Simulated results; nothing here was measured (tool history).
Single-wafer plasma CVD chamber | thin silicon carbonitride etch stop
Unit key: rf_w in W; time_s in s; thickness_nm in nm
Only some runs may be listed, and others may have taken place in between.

run    day  rf_w  time_s  thickness_nm
  1  0.000   195    27.3        16.066
  2  0.025   215    27.3        16.582
  3  0.262   195    26.3        15.469
  4  0.346   195    24.5        14.250
  5  0.562   195    28.2        16.600
  6  0.825   180    27.1        15.537
  7  1.154   170    26.4        14.841
  8  1.488   160    25.9        14.235

What does the tool deliver on the next run?
     1.688  -- thermocouple changed; heater temperature recalibrated
  9  1.688   155    25.7             ?

thickness_nm: 13.926 nm
